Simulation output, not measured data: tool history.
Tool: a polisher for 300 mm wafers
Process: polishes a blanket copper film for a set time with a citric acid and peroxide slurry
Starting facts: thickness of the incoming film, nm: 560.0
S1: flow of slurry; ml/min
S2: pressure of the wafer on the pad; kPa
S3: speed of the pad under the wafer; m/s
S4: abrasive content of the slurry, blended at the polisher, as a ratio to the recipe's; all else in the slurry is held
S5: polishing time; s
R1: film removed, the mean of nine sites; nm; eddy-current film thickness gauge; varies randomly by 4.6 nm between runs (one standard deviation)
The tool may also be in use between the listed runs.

| run | hour | S1 | S2 | S3 | S4 | S5 | R1 |
|---|---|---|---|---|---|---|---|
| 1 | 0 | 235 | 26.9 | 0.84 | 1 | 87 | 187.6 |
| 2 | 6 | 285 | 26.9 | 0.84 | 1 | 87 | 185.51 |
| 3 | 11.8 | 285 | 26.9 | 0.76 | 1 | 87 | 168.49 |
| 4 | 16.5 | 305 | 26.9 | 0.76 | 1 | 87 | 176.09 |
| 5 | 22.4 | 305 | 28.3 | 0.76 | 1 | 87 | 182.51 |
| 6 | 24 | 305 | 33.1 | 0.76 | 1 | 87 | 209.68 |
|  | 30.1 | slurry nozzle cleaned |
| 7 | 30.1 | 305 | 33.8 | 0.78 | 1 | 87 | 234.79 |
| 8 | 32.5 | 305 | 34.5 | 0.78 | 1 | 87 | 236.2 |

Run 9 is up next; what results do you expect?
| 9 | 39.8 | 305 | 34.5 | 0.78 | 1 | 87 | ? |

R1: 231.32 nm
